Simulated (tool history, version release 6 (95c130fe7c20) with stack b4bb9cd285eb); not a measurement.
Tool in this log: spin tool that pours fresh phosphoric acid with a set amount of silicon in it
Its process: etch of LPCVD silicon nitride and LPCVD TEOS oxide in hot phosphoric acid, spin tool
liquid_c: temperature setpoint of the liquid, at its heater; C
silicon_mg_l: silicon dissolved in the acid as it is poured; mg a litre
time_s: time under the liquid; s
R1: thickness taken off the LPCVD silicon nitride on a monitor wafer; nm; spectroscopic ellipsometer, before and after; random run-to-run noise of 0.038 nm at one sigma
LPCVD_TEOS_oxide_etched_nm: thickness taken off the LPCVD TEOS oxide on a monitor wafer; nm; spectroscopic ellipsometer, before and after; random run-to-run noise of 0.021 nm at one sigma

run 1 day=0.000 | liquid_c=160.0 silicon_mg_l=28.5 time_s=75 | R1=6.2112 LPCVD_TEOS_oxide_etched_nm=0.22877
run 2 day=0.071 | liquid_c=160.5 silicon_mg_l=32.5 time_s=80 | R1=6.6857 LPCVD_TEOS_oxide_etched_nm=0.22860
run 3 day=0.283 | liquid_c=160.5 silicon_mg_l=18.5 time_s=80 | R1=6.7110 LPCVD_TEOS_oxide_etched_nm=0.40217
run 4 day=0.479 | liquid_c=161.0 silicon_mg_l=24.5 time_s=85 | R1=7.2140 LPCVD_TEOS_oxide_etched_nm=0.22766
run 5 day=0.708 | liquid_c=161.5 silicon_mg_l=24.0 time_s=90 | R1=7.7270 LPCVD_TEOS_oxide_etched_nm=0.45286
run 6 day=0.758 | liquid_c=162.5 silicon_mg_l=24.0 time_s=90 | R1=8.0691 LPCVD_TEOS_oxide_etched_nm=0.45796

Forecast run 7:
run 7 day=0.954 | liquid_c=162.5 silicon_mg_l=24.0 time_s=90 | R1=? LPCVD_TEOS_oxide_etched_nm=?

Run 7 measured R1 8.0997 nm, LPCVD_TEOS_oxide_etched_nm 0.43635 nm.

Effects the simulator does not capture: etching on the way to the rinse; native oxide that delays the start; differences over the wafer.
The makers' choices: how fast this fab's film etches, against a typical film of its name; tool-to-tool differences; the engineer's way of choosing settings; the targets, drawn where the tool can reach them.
